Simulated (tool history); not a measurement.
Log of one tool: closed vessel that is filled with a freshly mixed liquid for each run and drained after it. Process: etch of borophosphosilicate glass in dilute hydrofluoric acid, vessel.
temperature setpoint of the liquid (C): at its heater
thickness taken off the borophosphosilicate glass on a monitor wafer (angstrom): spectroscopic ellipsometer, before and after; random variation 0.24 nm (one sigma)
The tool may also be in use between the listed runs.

run  hour  temperature setpoint of the liquid (C)  parts of water to one part of 49 % hydrofluoric acid (parts by volume)  time in the liquid (s)  thickness taken off the borophosphosilicate glass on a monitor wafer (angstrom)
  1   0.0                                    23.0                                                                     170                      95                                                                           188.24
  2   8.1                                    24.0                                                                     170                      95                                                                           191.82
  3  11.3                                    24.0                                                                     170                      95                                                                           190.38
  4  14.6                                    24.5                                                                     165                      95                                                                           206.07
  5  15.5                                    25.0                                                                     165                      95                                                                           205.38
  6  17.2                                    25.5                                                                     165                      95                                                                           212.65

Run 7 comes next. What will it give?
  7  23.2                                    26.0                                                                     165                      95                                                                                ?

thickness taken off the borophosphosilicate glass on a monitor wafer (angstrom): 216.21
